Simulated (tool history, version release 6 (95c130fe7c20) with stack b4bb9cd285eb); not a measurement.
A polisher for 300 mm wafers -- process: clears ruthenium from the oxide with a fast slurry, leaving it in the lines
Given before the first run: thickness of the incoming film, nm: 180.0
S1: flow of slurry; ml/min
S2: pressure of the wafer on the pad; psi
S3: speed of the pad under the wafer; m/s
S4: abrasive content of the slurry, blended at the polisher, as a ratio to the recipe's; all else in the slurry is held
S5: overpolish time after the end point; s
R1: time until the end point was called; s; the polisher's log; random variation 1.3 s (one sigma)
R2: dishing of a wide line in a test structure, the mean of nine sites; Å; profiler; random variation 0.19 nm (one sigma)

{"run": 1, "hour": 0.0, "S1": 290, "S2": 2.1, "S3": 0.96, "S4": 1, "S5": 11, "R1": 59.277, "R2": 278.02}
{"run": 2, "hour": 6.7, "S1": 225, "S2": 2.1, "S3": 0.96, "S4": 1, "S5": 11, "R1": 57.848, "R2": 272.9}
{"run": 3, "hour": 15.6, "S1": 225, "S2": 2.5, "S3": 0.96, "S4": 1, "S5": 11, "R1": 50.986, "R2": 306.79}
{"run": 4, "hour": 18.0, "S1": 225, "S2": 2.1, "S3": 0.96, "S4": 1, "S5": 11, "R1": 59.962, "R2": 277.46}
{"hour": 20.4, "done": "worn pad replaced by a new one"}
{"run": 5, "hour": 20.4, "S1": 225, "S2": 2.1, "S3": 0.96, "S4": 1, "S5": 8, "R1": 52.764, "R2": 231.98}
{"run": 6, "hour": 21.5, "S1": 200, "S2": 2.1, "S3": 0.96, "S4": 1, "S5": 8, "R1": 51.926, "R2": 225.2}
{"run": 7, "hour": 29.6, "S1": 200, "S2": 1.9, "S3": 0.94, "S4": 1, "S5": 7, "R1": 59.512, "R2": 181.27}

Run 8, settings as shown, results not yet in. Your forecast:
{"run": 8, "hour": 31.5, "S1": 200, "S2": 1.8, "S3": 0.94, "S4": 1, "S5": 7, "R1": "?", "R2": "?"}

R1: 61.123 s
R2: 177.4 Å

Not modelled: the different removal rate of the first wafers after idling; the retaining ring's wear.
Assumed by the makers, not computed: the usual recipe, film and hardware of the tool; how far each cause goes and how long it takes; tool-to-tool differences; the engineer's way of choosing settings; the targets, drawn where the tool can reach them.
